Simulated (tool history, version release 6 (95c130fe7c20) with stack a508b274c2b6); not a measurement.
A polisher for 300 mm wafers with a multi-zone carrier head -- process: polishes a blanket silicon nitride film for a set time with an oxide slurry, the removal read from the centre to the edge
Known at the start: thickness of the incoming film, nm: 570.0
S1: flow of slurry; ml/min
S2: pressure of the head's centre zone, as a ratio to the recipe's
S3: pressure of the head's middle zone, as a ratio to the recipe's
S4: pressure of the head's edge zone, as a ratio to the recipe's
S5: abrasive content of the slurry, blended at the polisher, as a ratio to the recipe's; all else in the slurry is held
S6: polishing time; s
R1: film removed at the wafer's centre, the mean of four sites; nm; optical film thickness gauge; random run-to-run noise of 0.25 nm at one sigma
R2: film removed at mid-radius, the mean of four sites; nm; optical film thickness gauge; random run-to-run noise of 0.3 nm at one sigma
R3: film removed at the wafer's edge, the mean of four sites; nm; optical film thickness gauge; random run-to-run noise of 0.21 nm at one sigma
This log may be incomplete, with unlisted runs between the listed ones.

run	hour	S1	S2	S3	S4	S5	S6	R1	R2	R3
1	0	315	1	1	1	1	33	22.568	22.115	22.26
2	8.2	315	0.97	1.01	0.98	0.95	33	20.851	22.421	21.436
3	11.1	315	0.95	1	0.97	0.9	33	20.326	21.433	20.842
4	12.5	245	0.95	1	0.97	0.9	33	19.199	20.346	20.273
5	21.2	240	0.94	1.01	0.96	0.9	33	18.975	20.612	19.887
6	22.5	240	0.94	0.94	0.96	0.9	33	19.08	19.477	20.421
7	28.8	235	0.93	0.96	0.95	0.9	33	18.975	19.835	20.154

What will run 8 give?
8	31.4	230	0.92	0.97	0.94	0.9	33	?	?	?

{"run 8": {"R1": 18.74, "R2": 19.979, "R3": 19.738}}
